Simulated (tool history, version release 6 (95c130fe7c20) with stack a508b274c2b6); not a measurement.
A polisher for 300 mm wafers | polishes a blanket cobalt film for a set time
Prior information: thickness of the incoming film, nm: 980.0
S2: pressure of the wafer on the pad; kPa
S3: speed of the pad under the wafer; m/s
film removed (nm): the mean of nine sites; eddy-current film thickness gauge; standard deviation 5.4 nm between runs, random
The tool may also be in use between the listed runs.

run 1 hour=0 | flow_of_slurry_(ml/min)=265 S2=13.1 S3=1.04 polishing_time_(s)=100 | film_removed_(nm)=460.42
run 2 hour=8.8 | flow_of_slurry_(ml/min)=265 S2=13.1 S3=1.04 polishing_time_(s)=100 | film_removed_(nm)=473.78
run 3 hour=13 | flow_of_slurry_(ml/min)=265 S2=13.8 S3=1.04 polishing_time_(s)=100 | film_removed_(nm)=489.12
run 4 hour=18.2 | flow_of_slurry_(ml/min)=265 S2=14.5 S3=1.04 polishing_time_(s)=100 | film_removed_(nm)=506.03
run 5 hour=19.3 | flow_of_slurry_(ml/min)=265 S2=17.2 S3=1.04 polishing_time_(s)=100 | film_removed_(nm)=606.25
run 6 hour=27.8 | flow_of_slurry_(ml/min)=265 S2=14.5 S3=1.04 polishing_time_(s)=100 | film_removed_(nm)=514.47
run 7 hour=35.1 | flow_of_slurry_(ml/min)=265 S2=15.2 S3=1.04 polishing_time_(s)=100 | film_removed_(nm)=534.13
run 8 hour=40.8 | flow_of_slurry_(ml/min)=265 S2=15.9 S3=1.04 polishing_time_(s)=100 | film_removed_(nm)=559.59
run 9 hour=45.8 | flow_of_slurry_(ml/min)=265 S2=16.5 S3=1.04 polishing_time_(s)=100 | film_removed_(nm)=588.98

Run 10 has not been measured yet. What should we expect?
run 10 hour=53.1 | flow_of_slurry_(ml/min)=275 S2=17.9 S3=1.04 polishing_time_(s)=100 | film_removed_(nm)=?

{"run 10": {"film removed (nm)": 642.67}}
